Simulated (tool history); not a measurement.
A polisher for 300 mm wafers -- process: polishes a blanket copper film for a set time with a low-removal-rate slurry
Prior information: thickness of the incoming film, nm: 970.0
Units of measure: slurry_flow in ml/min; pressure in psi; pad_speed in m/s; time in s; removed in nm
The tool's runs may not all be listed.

Run 1, day 0: slurry_flow 300 ml/min, pressure 2.9 psi, pad_speed 1.24 m/s, slurry_solids 1, time 56 s. Result: removed 237.69 nm.
Run 2, day 0.333: slurry_flow 350 ml/min, pressure 2.9 psi, pad_speed 1.24 m/s, slurry_solids 1, time 56 s. Result: removed 242.98 nm.
Run 3, day 0.608: slurry_flow 350 ml/min, pressure 2.9 psi, pad_speed 1.24 m/s, slurry_solids 0.9, time 56 s. Result: removed 240.84 nm.
Run 4, day 0.638: slurry_flow 350 ml/min, pressure 2.7 psi, pad_speed 1.24 m/s, slurry_solids 0.9, time 56 s. Result: removed 223.19 nm.
Run 5, day 0.667: slurry_flow 350 ml/min, pressure 2.7 psi, pad_speed 1.24 m/s, slurry_solids 0.9, time 59 s. Result: removed 232.47 nm.
Run 6, day 0.912: slurry_flow 350 ml/min, pressure 2.5 psi, pad_speed 1.24 m/s, slurry_solids 0.9, time 59 s. Result: removed 221.56 nm.

Estimate the outcome of run 7 from the log above:
Run 7, day 1.158: slurry_flow 350 ml/min, pressure 2.3 psi, pad_speed 1.24 m/s, slurry_solids 0.9, time 59 s. Result: removed ?.

Run 7 produced removed 206.78 nm.

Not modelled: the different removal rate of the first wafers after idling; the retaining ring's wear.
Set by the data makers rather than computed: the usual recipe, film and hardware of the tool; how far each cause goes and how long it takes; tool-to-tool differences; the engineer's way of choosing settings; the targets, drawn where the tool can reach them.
